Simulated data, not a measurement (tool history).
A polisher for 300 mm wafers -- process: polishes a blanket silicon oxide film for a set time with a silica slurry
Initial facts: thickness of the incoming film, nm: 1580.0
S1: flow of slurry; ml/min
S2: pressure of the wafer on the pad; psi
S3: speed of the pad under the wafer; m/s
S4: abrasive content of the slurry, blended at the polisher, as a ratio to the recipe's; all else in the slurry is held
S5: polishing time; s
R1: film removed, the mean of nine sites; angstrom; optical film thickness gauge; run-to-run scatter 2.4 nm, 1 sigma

run	hour	S1	S2	S3	S4	S5	R1
1	0	160	5.3	1.52	1	50	2529.5
2	8	165	5.4	1.52	1	50	2574.3
3	15.4	165	5.5	1.52	1	50	2623.8
4	22.7	165	5.5	1.52	0.95	50	2565.5
5	26.4	150	5.5	1.52	0.95	50	2572.5
6	27.8	150	4.5	1.52	0.95	50	2097.3

Forecast run 7:
7	34.3	150	4.7	1.52	0.95	50	?

R1: 2197.4 angstrom
